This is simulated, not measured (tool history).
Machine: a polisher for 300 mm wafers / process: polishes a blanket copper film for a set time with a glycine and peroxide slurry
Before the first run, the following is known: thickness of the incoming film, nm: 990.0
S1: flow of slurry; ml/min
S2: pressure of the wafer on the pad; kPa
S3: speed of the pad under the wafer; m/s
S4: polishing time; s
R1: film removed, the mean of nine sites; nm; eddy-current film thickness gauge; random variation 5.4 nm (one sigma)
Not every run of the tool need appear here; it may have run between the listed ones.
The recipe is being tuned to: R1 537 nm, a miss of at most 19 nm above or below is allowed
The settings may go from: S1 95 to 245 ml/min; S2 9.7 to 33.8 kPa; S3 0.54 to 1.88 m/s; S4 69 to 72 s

run,day,S1,S2,S3,S4,R1
1,0,155,21.4,1.2,69,410.2
2,0.083,160,22.8,1.2,69,428.25
3,0.129,160,24.8,1.2,69,449.62
4,0.208,160,26.2,1.2,69,463.86
5,0.362,165,27.6,1.2,69,486.66
6,0.433,165,25.5,1.2,69,450.76
7,0.479,165,26.9,1.2,69,473.07
8,0.629,165,27.6,1.2,69,477.02

4 next moves are on the table. One of them brings every result within its allowed miss. Which?
A,0.779,185,27.6,0.92,69,?
B,0.779,165,28.3,1.04,70,?
C,0.779,150,26.2,1.4,71,?
D,0.779,180,29,1.18,69,?

move,R1
A,390.71
B,438.16
C,542.47
D,495.39
A: lands further from the targets than the last run did
B: lands further from the targets than the last run did
C: every result within its allowed miss
D: moves toward the targets from the last run without getting all of them in spec
Go with C: it meets all targets.
